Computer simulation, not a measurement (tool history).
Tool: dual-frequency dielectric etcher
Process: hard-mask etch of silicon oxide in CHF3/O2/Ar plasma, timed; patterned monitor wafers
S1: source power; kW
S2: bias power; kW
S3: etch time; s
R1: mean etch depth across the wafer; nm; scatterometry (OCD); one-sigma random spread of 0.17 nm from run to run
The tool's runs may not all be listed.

run  hour     S1     S2  S3      R1
  1   0.0  0.760  0.135  13  23.945
  2   4.8  0.670  0.135  13  23.173
  3   8.3  0.590  0.135  13  22.425
  4  11.5  0.590  0.135  13  22.365
  5  16.7  0.500  0.135  13  21.313
  6  17.7  0.590  0.140  13  22.773

The next listed run, before its measurement:
  7  21.2  0.650  0.143  13   ?

{"run 7": {"R1": 23.358}}
